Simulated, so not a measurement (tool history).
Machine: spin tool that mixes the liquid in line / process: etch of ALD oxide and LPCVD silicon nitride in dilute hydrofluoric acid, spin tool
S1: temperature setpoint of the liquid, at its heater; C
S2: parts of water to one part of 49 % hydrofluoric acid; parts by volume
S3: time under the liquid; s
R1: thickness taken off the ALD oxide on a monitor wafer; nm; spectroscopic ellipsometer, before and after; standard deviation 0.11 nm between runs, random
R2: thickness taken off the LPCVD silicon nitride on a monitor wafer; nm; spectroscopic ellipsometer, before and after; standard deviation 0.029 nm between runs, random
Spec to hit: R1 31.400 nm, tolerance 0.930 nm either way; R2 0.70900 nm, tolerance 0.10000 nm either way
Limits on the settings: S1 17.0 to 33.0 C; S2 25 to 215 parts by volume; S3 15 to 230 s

run  hour    S1   S2   S3      R1       R2
  1   0.0  25.0  120  120  24.504  0.62160
  2   1.5  25.0  145  120  19.683  0.53133
  3   2.4  25.0  145  145  23.667  0.63893
  4   8.7  28.0  145  145  26.546  0.74447
  5  13.2  30.0  145  145  28.631  0.88556
  6  22.1  28.5  135  145  29.436  0.81795
  7  23.5  27.5  130  145  29.657  0.85579
  8  27.6  26.5  125  145  30.058  0.77839

Consider the 5 candidate settings below. Which is the only one whose results all fall within their allowed miss of target?
  A  31.7  24.5  120  150   ?   ?
  B  31.7  31.5  150  145   ?   ?
  C  31.7  33.0  145  135   ?   ?
  D  31.7  33.0  120  115   ?   ?
  E  31.7  22.5   95  130   ?   ?

move      R1       R2
   A  29.995  0.73605
   B  28.947  0.88218
   C  29.595  0.93054
   D  31.577  0.96219
   E  31.261  0.70390
A: about the same distance from the targets as the last run
B: further off than the last run
C: further off than the last run
D: brings the last run's worst result on target, with another outside its allowed miss
E: every result lands within tolerance
E is the move that brings every result within its allowed miss.
